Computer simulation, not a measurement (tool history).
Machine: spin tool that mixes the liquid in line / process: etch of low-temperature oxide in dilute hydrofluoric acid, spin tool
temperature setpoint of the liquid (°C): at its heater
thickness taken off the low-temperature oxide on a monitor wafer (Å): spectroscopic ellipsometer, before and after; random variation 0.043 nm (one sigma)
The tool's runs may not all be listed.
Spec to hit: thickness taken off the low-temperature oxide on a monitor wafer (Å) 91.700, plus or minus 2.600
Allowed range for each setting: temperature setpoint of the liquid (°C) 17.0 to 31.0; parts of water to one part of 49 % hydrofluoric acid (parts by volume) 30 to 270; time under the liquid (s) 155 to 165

run	hour	temperature setpoint of the liquid (°C)	parts of water to one part of 49 % hydrofluoric acid (parts by volume)	time under the liquid (s)	thickness taken off the low-temperature oxide on a monitor wafer (Å)
1	0.0	23.0	150	155	142.380
2	2.4	22.5	155	155	134.440
3	6.8	26.0	155	155	153.800
4	15.0	25.0	160	155	142.320
5	15.7	28.0	160	155	157.350
6	23.9	27.0	165	155	147.430
7	31.2	26.0	165	155	143.780
8	38.6	22.0	195	155	100.430
9	43.1	20.5	195	155	95.232

Exercise: of the 4 proposed moves below, exactly one satisfies all targets within the stated allowed misses. Which move is it?
A	47.6	20.5	195	160	?
B	47.6	17.0	180	155	?
C	47.6	23.0	205	160	?
D	47.6	18.5	185	160	?

move	thickness taken off the low-temperature oxide on a monitor wafer (Å)
A	98.592
B	91.452
C	102.050
D	97.061
A: further off than the last run
B: each result inside its tolerance
C: further off than the last run
D: further off than the last run
Correct choice: B, which meets every target

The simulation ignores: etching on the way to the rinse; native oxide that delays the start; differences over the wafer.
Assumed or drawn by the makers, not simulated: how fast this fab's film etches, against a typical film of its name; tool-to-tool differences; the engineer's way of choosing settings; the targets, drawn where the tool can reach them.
